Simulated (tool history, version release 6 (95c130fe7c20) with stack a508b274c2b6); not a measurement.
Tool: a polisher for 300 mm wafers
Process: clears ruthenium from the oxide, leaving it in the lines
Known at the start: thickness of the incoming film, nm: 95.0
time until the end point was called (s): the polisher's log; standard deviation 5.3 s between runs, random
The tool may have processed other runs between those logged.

run,hour,flow of slurry (ml/min),pressure of the wafer on the pad (psi),speed of the pad under the wafer (cm/s),overpolish time after the end point (s),time until the end point was called (s)
1,0.0,305,1.8,82,8,127.42
2,8.2,355,1.8,82,8,124.72
3,14.8,355,1.8,64,8,159.49
4,20.2,355,1.7,62,8,174.01
5,25.3,355,2.1,62,8,139.90
6,26.3,355,1.9,60,8,161.95
7,35.0,355,1.8,58,8,169.83
8,39.9,355,1.7,56,8,188.64
9,40.7,355,1.6,56,8,201.35
10,48.5,355,1.5,56,8,207.31
11,57.2,355,1.4,56,8,215.75
12,61.1,355,1.4,56,8,221.78
13,66.2,355,0.9,52,8,356.74

Expected results for the next run?
14,70.0,355,1.0,52,8,?

time until the end point was called (s): 333.34
